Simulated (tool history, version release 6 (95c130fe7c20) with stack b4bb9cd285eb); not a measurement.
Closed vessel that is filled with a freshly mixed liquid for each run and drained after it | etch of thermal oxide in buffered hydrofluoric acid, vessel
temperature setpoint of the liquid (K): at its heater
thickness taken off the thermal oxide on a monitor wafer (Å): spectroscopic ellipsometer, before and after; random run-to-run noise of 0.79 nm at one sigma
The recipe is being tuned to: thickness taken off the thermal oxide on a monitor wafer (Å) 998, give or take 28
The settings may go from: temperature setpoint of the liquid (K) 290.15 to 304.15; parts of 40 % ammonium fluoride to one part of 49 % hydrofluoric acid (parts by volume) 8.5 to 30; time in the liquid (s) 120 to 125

run	hour	temperature setpoint of the liquid (K)	parts of 40 % ammonium fluoride to one part of 49 % hydrofluoric acid (parts by volume)	time in the liquid (s)	thickness taken off the thermal oxide on a monitor wafer (Å)
1	0	296.15	23.5	120	614.64
2	0.8	297.65	23	120	677.64
3	8.5	297.65	16.5	120	908.02
4	14	297.65	16.5	120	892.73
5	19.3	297.65	21.5	120	704.96
6	20.7	298.65	21	120	758.41
7	28.4	299.65	20.5	120	818.03
8	30.2	300.65	20.5	120	863.65

Which of these 4 next moves meets every target?
A	32	302.65	18.5	125	?
B	32	301.65	17.5	120	?
C	32	299.65	17.5	125	?
D	32	294.15	15	120	?

move	thickness taken off the thermal oxide on a monitor wafer (Å)
A	1092.8
B	1050.8
C	983.56
D	813.16
A: takes the result that was furthest off past its target
B: takes the result that was furthest off past its target
C: each result inside its tolerance
D: lands further from the targets than the last run did
Answer: C

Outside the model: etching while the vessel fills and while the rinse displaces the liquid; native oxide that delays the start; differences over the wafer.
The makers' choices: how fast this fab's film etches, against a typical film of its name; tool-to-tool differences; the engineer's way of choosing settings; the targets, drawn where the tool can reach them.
